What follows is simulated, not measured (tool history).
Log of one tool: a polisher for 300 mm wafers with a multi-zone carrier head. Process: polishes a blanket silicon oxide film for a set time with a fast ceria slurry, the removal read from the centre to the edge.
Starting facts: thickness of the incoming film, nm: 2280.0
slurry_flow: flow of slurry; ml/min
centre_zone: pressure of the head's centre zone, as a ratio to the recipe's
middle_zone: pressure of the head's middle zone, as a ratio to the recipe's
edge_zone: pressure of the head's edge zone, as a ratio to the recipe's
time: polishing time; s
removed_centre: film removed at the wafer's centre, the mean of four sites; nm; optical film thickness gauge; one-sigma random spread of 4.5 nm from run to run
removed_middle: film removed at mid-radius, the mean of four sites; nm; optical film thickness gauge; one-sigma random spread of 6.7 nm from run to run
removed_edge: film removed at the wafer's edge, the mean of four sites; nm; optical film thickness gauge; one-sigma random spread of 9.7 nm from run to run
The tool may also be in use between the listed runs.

run  hour  slurry_flow  centre_zone  middle_zone  edge_zone  time  removed_centre  removed_middle  removed_edge
  1     0          195            1            1          1    39          866.76          853.11        878.89
  2   3.6          195            1         0.92          1    39          859.45             803        896.92
  3   5.2          180         0.97         0.94       0.98    39          830.15          802.85        862.42
  4  10.4          180         0.97          0.9       0.98    39          822.46          776.15        869.52
  5  16.1          140         0.97          0.9       0.98    39          763.87          733.72        842.04
     18.7  -- slurry nozzle cleaned
  6  18.7          140         0.93          0.9       0.98    39          823.99          809.14         877.8

Expected results for the next run?
  7    22          135         0.91         0.92          1    37               ?               ?             ?

Run 7 produced removed_centre 760.08 nm, removed_middle 763.37 nm, removed_edge 840.78 nm.
